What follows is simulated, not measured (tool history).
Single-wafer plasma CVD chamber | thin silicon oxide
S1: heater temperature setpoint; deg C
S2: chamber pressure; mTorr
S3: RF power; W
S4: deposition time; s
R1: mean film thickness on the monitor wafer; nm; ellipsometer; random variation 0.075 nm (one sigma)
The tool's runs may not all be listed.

Run 1, hour 0.0: S1 410 deg C, S2 656 mTorr, S3 335 W, S4 9.2 s. Result: R1 15.722 nm.
Run 2, hour 6.5: S1 401 deg C, S2 656 mTorr, S3 335 W, S4 9.2 s. Result: R1 15.933 nm.
Run 3, hour 12.7: S1 401 deg C, S2 749 mTorr, S3 335 W, S4 9.2 s. Result: R1 17.968 nm.
Run 4, hour 18.1: S1 395 deg C, S2 749 mTorr, S3 335 W, S4 9.2 s. Result: R1 18.050 nm.
Run 5, hour 19.6: S1 395 deg C, S2 683 mTorr, S3 335 W, S4 9.2 s. Result: R1 16.531 nm.
Run 6, hour 20.9: S1 395 deg C, S2 716 mTorr, S3 335 W, S4 9.2 s. Result: R1 17.359 nm.
Run 7, hour 21.4: S1 395 deg C, S2 741 mTorr, S3 335 W, S4 9.2 s. Result: R1 17.940 nm.

Run 8 comes next. What will it give?
Run 8, hour 29.5: S1 395 deg C, S2 760 mTorr, S3 335 W, S4 9.2 s. Result: R1 ?.

R1: 18.295 nm

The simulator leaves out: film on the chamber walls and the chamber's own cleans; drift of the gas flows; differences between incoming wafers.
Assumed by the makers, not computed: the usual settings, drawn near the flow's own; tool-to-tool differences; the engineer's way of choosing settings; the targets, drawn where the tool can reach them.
